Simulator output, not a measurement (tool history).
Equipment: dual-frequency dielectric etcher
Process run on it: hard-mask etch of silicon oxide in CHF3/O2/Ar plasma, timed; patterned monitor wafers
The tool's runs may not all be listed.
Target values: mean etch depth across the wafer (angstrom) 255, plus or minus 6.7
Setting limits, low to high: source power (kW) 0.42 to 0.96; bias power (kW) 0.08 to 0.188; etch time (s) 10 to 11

run    day  source power (kW)  bias power (kW)  etch time (s)  mean etch depth across the wafer (angstrom)
  1      0               0.69            0.134             11                                       217.43
  2  0.221               0.73            0.137             11                                       226.57
  3  0.392               0.73            0.137             11                                       227.55
  4  0.712               0.75            0.138             11                                        230.7
  5  1.004                0.8            0.138             11                                       239.18
  6  1.317                0.8            0.138             10                                       217.41
  7  1.688               0.82            0.143             10                                       223.11
  8  1.725               0.82            0.143             10                                       222.36
  9  1.979               0.84            0.147             10                                       228.28
 10  2.321               0.85            0.151             10                                       232.65
 11  2.692               0.95            0.166           10.5                                        265.2
 12  2.858               0.94            0.165           10.5                                       264.48

Consider the 5 candidate settings below. Which is the only one whose results all fall within their allowed miss of target?
  A  3.025               0.96            0.164             11                                            ?
  B  3.025               0.96            0.127             11                                            ?
  C  3.025               0.89            0.179             11                                            ?
  D  3.025               0.93            0.176             11                                            ?
  E  3.025               0.91             0.16             11                                            ?

move  mean etch depth across the wafer (angstrom)
   A                                       277.98
   B                                       255.18
   C                                        275.9
   D                                       280.37
   E                                       268.37
A: the biggest miss grows against the last run
B: meets every target
C: the biggest miss grows against the last run
D: the biggest miss grows against the last run
E: the biggest miss grows against the last run
Go with B: it meets all targets.
